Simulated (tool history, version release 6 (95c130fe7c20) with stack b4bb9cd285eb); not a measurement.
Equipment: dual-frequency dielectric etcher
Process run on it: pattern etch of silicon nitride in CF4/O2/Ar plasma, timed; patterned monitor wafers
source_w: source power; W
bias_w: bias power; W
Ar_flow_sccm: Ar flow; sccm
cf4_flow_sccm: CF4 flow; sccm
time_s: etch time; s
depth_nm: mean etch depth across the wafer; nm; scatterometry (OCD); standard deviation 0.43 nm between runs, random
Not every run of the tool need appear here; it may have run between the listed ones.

run,day,source_w,bias_w,Ar_flow_sccm,cf4_flow_sccm,time_s,depth_nm
1,0,370,51,112,89,78,108
2,0.275,410,51,112,89,78,121.06
3,0.558,410,51,123,89,78,119.67
4,0.683,390,51,123,89,78,113.2
5,0.929,430,51,123,89,78,126.42
6,1.188,410,51,123,89,78,118.99
7,1.367,390,51,123,89,78,113.54
8,1.679,370,51,123,89,78,107.67

For run 9, what comes out?
9,2.033,300,46,126,87,77.5,?

depth_nm: 80.889 nm

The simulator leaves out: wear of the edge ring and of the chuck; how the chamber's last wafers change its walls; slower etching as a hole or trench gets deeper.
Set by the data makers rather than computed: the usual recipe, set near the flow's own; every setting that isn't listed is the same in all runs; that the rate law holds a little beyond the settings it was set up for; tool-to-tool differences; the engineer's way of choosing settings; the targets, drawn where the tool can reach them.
